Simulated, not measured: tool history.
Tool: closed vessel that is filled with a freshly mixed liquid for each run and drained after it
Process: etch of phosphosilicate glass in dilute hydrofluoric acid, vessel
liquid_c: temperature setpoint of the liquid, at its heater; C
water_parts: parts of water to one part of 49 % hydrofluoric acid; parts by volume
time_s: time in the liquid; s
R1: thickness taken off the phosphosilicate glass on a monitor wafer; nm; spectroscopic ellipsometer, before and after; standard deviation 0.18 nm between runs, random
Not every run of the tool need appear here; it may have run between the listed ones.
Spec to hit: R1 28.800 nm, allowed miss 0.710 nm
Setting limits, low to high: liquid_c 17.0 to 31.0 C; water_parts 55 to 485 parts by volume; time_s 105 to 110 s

Run 1, hour 0.0: liquid_c 23.0 C, water_parts 270 parts by volume, time_s 105 s. Result: R1 36.654 nm.
Run 2, hour 7.8: liquid_c 22.5 C, water_parts 270 parts by volume, time_s 105 s. Result: R1 36.151 nm.
Run 3, hour 15.5: liquid_c 22.5 C, water_parts 270 parts by volume, time_s 105 s. Result: R1 36.476 nm.
Run 4, hour 18.6: liquid_c 22.5 C, water_parts 270 parts by volume, time_s 105 s. Result: R1 35.933 nm.
Run 5, hour 24.4: liquid_c 22.5 C, water_parts 335 parts by volume, time_s 105 s. Result: R1 27.744 nm.
Run 6, hour 30.2: liquid_c 22.5 C, water_parts 420 parts by volume, time_s 105 s. Result: R1 20.207 nm.
Run 7, hour 37.8: liquid_c 22.5 C, water_parts 420 parts by volume, time_s 105 s. Result: R1 20.483 nm.
Run 8, hour 43.2: liquid_c 23.5 C, water_parts 420 parts by volume, time_s 105 s. Result: R1 21.174 nm.
At hour 48.6: thermometer replaced.
Run 9, hour 48.6: liquid_c 24.5 C, water_parts 420 parts by volume, time_s 105 s. Result: R1 22.834 nm.
Run 10, hour 55.8: liquid_c 25.0 C, water_parts 420 parts by volume, time_s 105 s. Result: R1 23.616 nm.
Run 11, hour 58.5: liquid_c 29.0 C, water_parts 415 parts by volume, time_s 105 s. Result: R1 26.797 nm.
Run 12, hour 66.0: liquid_c 30.0 C, water_parts 415 parts by volume, time_s 105 s. Result: R1 27.673 nm.

Which of these 5 next moves meets every target?
Run A, hour 73.5: liquid_c 30.5 C, water_parts 420 parts by volume, time_s 105 s. Result: R1 ?.
Run B, hour 73.5: liquid_c 31.0 C, water_parts 405 parts by volume, time_s 110 s. Result: R1 ?.
Run C, hour 73.5: liquid_c 25.5 C, water_parts 405 parts by volume, time_s 110 s. Result: R1 ?.
Run D, hour 73.5: liquid_c 30.5 C, water_parts 425 parts by volume, time_s 110 s. Result: R1 ?.
Run E, hour 73.5: liquid_c 29.0 C, water_parts 395 parts by volume, time_s 110 s. Result: R1 ?.

move      R1
   A  27.744
   B  31.056
   C  26.201
   D  28.581
   E  30.274
A: moves toward the targets from the last run without getting all of them in spec
B: pushes the last run's worst result past its target
C: lands further from the targets than the last run did
D: every result lands within tolerance
E: pushes the last run's worst result past its target
D meets every target.
